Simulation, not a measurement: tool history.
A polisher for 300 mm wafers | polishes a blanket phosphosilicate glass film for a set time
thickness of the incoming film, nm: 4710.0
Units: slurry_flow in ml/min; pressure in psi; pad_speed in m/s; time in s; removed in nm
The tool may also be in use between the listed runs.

Run 1, day 0: slurry_flow 230 ml/min, pressure 3.1 psi, pad_speed 1.28 m/s, slurry_solids 1, time 80 s. Result: removed 976.78 nm.
Run 2, day 0.088: slurry_flow 230 ml/min, pressure 3.1 psi, pad_speed 1.12 m/s, slurry_solids 1, time 80 s. Result: removed 887.56 nm.
Run 3, day 0.371: slurry_flow 230 ml/min, pressure 3.1 psi, pad_speed 1.12 m/s, slurry_solids 0.9, time 80 s. Result: removed 832.24 nm.
Run 4, day 0.496: slurry_flow 235 ml/min, pressure 3.5 psi, pad_speed 1.12 m/s, slurry_solids 0.9, time 80 s. Result: removed 897.47 nm.
Run 5, day 0.829: slurry_flow 235 ml/min, pressure 3.5 psi, pad_speed 1.12 m/s, slurry_solids 0.9, time 83 s. Result: removed 934.7 nm.
Run 6, day 0.888: slurry_flow 205 ml/min, pressure 3.5 psi, pad_speed 1.12 m/s, slurry_solids 0.9, time 83 s. Result: removed 918.13 nm.
Run 7, day 0.958: slurry_flow 240 ml/min, pressure 4.4 psi, pad_speed 1.14 m/s, slurry_solids 0.9, time 83 s. Result: removed 1139.3 nm.
Run 8, day 1.304: slurry_flow 240 ml/min, pressure 4.4 psi, pad_speed 1.14 m/s, slurry_solids 0.9, time 83 s. Result: removed 1140 nm.
Run 9, day 1.325: slurry_flow 250 ml/min, pressure 4.6 psi, pad_speed 1.14 m/s, slurry_solids 0.9, time 83 s. Result: removed 1177.6 nm.
Run 10, day 1.367: slurry_flow 250 ml/min, pressure 4.7 psi, pad_speed 1.14 m/s, slurry_solids 0.9, time 83 s. Result: removed 1207.6 nm.
Run 11, day 1.408: slurry_flow 250 ml/min, pressure 4.8 psi, pad_speed 1.14 m/s, slurry_solids 0.9, time 83 s. Result: removed 1227.1 nm.

Run 12 comes next. What will it give?
Run 12, day 1.642: slurry_flow 250 ml/min, pressure 4.8 psi, pad_speed 1.14 m/s, slurry_solids 0.9, time 83 s. Result: removed ?.

{"run 12": {"removed": 1229.3}}

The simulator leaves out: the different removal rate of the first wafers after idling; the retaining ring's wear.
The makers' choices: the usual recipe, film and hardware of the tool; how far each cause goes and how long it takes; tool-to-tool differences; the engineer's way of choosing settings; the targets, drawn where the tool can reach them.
